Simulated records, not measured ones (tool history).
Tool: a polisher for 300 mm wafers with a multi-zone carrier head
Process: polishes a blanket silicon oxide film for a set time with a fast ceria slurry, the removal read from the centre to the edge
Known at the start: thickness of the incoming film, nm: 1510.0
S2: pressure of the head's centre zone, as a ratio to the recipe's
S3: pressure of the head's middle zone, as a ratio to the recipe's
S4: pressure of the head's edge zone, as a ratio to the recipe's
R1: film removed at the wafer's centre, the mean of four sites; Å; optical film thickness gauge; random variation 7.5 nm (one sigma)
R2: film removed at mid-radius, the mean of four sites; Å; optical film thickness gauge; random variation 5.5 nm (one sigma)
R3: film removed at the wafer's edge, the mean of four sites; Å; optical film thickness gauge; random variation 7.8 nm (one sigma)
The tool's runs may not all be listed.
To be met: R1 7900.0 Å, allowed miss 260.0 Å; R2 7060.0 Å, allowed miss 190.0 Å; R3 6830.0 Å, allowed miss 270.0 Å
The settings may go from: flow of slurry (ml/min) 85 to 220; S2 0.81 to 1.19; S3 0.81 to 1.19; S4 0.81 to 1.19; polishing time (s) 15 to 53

Run 1, day 0.000: flow of slurry (ml/min) 140, S2 1.00, S3 1.00, S4 1.00, polishing time (s) 34. Result: R1 5515.7 Å, R2 5619.5 Å, R3 5698.8 Å.
Run 2, day 0.108: flow of slurry (ml/min) 140, S2 1.00, S3 1.00, S4 0.92, polishing time (s) 34. Result: R1 5579.3 Å, R2 5703.7 Å, R3 5449.0 Å.
Run 3, day 0.250: flow of slurry (ml/min) 140, S2 1.00, S3 1.08, S4 0.92, polishing time (s) 34. Result: R1 5506.4 Å, R2 6032.4 Å, R3 5548.8 Å.
Run 4, day 0.512: flow of slurry (ml/min) 140, S2 0.97, S3 1.08, S4 0.92, polishing time (s) 34. Result: R1 5383.3 Å, R2 6028.4 Å, R3 5292.6 Å.
Run 5, day 0.762: flow of slurry (ml/min) 140, S2 0.89, S3 1.08, S4 0.92, polishing time (s) 34. Result: R1 5029.8 Å, R2 6065.9 Å, R3 5333.4 Å.
Run 6, day 1.112: flow of slurry (ml/min) 140, S2 0.89, S3 1.02, S4 0.92, polishing time (s) 34. Result: R1 5018.3 Å, R2 5742.0 Å, R3 5398.6 Å.
Run 7, day 1.217: flow of slurry (ml/min) 150, S2 0.92, S3 1.02, S4 0.93, polishing time (s) 34. Result: R1 5280.4 Å, R2 5896.1 Å, R3 5443.8 Å.
Run 8, day 1.588: flow of slurry (ml/min) 155, S2 0.95, S3 1.02, S4 0.95, polishing time (s) 34. Result: R1 5452.0 Å, R2 5846.6 Å, R3 5513.1 Å.
Run 9, day 1.742: flow of slurry (ml/min) 160, S2 0.98, S3 1.03, S4 0.96, polishing time (s) 35. Result: R1 5789.7 Å, R2 6027.7 Å, R3 5714.1 Å.
Run 10, day 1.900: flow of slurry (ml/min) 165, S2 1.00, S3 1.04, S4 0.97, polishing time (s) 36. Result: R1 5923.5 Å, R2 6304.8 Å, R3 5954.2 Å.
Run 11, day 2.162: flow of slurry (ml/min) 170, S2 1.02, S3 1.04, S4 0.97, polishing time (s) 37. Result: R1 6388.5 Å, R2 6572.2 Å, R3 6076.8 Å.
Run 12, day 2.454: flow of slurry (ml/min) 170, S2 1.02, S3 1.04, S4 0.97, polishing time (s) 37. Result: R1 6181.0 Å, R2 6658.2 Å, R3 6181.0 Å.
Run 13, day 2.550: flow of slurry (ml/min) 175, S2 1.04, S3 1.03, S4 0.96, polishing time (s) 37. Result: R1 6502.6 Å, R2 6463.6 Å, R3 6171.2 Å.
Run 14, day 2.783: flow of slurry (ml/min) 180, S2 1.06, S3 1.03, S4 0.96, polishing time (s) 37. Result: R1 6542.7 Å, R2 6515.3 Å, R3 6270.3 Å.
Run 15, day 2.946: flow of slurry (ml/min) 205, S2 1.16, S3 1.00, S4 0.89, polishing time (s) 40. Result: R1 7856.4 Å, R2 7051.3 Å, R3 6566.9 Å.
Run 16, day 3.117: flow of slurry (ml/min) 205, S2 1.16, S3 1.00, S4 0.90, polishing time (s) 40. Result: R1 7889.2 Å, R2 7046.0 Å, R3 6624.3 Å.

5 next moves are on the table. One of them brings every result within its allowed miss. Which?
Run A, day 3.288: flow of slurry (ml/min) 220, S2 1.19, S3 1.05, S4 0.81, polishing time (s) 41. Result: R1 ?, R2 ?, R3 ?.
Run B, day 3.288: flow of slurry (ml/min) 210, S2 1.19, S3 1.04, S4 0.81, polishing time (s) 40. Result: R1 ?, R2 ?, R3 ?.
Run C, day 3.288: flow of slurry (ml/min) 205, S2 1.19, S3 1.04, S4 0.85, polishing time (s) 39. Result: R1 ?, R2 ?, R3 ?.
Run D, day 3.288: flow of slurry (ml/min) 215, S2 1.19, S3 0.93, S4 0.82, polishing time (s) 40. Result: R1 ?, R2 ?, R3 ?.
Run E, day 3.288: flow of slurry (ml/min) 180, S2 1.10, S3 0.94, S4 0.84, polishing time (s) 43. Result: R1 ?, R2 ?, R3 ?.

move      R1      R2      R3
   A  8253.8  7528.2  6661.4
   B  8001.3  7248.6  6472.6
   C  7775.3  7046.0  6397.7
   D  8021.4  6667.7  6521.2
   E  7878.9  7066.2  6947.9
A: brings the result that was furthest off to its target, and leaves another outside
B: further off than the last run
C: further off than the last run
D: further off than the last run
E: meets every target
Answer: E
